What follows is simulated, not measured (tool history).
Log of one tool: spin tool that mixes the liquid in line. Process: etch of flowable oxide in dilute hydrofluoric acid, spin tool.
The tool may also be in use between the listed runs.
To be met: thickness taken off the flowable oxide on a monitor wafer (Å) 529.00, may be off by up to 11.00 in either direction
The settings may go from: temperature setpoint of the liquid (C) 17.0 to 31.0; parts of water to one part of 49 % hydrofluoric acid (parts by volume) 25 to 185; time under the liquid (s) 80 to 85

run  hour  temperature setpoint of the liquid (C)  parts of water to one part of 49 % hydrofluoric acid (parts by volume)  time under the liquid (s)  thickness taken off the flowable oxide on a monitor wafer (Å)
  1   0.0                                    23.0                                                                     105                         80                                                         317.77
  2   6.6                                    21.5                                                                     105                         80                                                         298.96
  3  12.1                                    21.5                                                                      80                         80                                                         405.00
  4  19.2                                    21.5                                                                      55                         80                                                         604.22
  5  20.4                                    21.5                                                                      25                         80                                                        1391.30
  6  28.6                                    24.0                                                                      25                         80                                                        1540.20
  7  33.3                                    22.0                                                                      35                         80                                                         988.20
  8  41.0                                    20.5                                                                      35                         80                                                         925.95
  9  46.9                                    19.5                                                                      40                         80                                                         793.31
 10  55.6                                    19.0                                                                      45                         80                                                         673.89
 11  64.5                                    18.5                                                                      45                         80                                                         663.98
 12  69.1                                    18.0                                                                      45                         80                                                         648.31
     76.2  -- thermometer replaced
 13  76.2                                    17.5                                                                      45                         80                                                         603.93

Exercise: of the 4 proposed moves below, exactly one satisfies all targets within the stated allowed misses. Which move is it?
  A  83.3                                    17.0                                                                      50                         80                                                              ?
  B  83.3                                    20.0                                                                      55                         80                                                              ?
  C  83.3                                    18.5                                                                      45                         85                                                              ?
  D  83.3                                    19.0                                                                      60                         85                                                              ?

move  thickness taken off the flowable oxide on a monitor wafer (Å)
   A                                                         534.07
   B                                                         549.04
   C                                                         676.65
   D                                                         509.52
A: all results in spec
B: gains on the last run, yet a result remains outside its allowed miss
C: moves away from the targets compared with the last run
D: moves the result that the last run missed by most past its target, out the other side
Correct choice: A, which meets every target
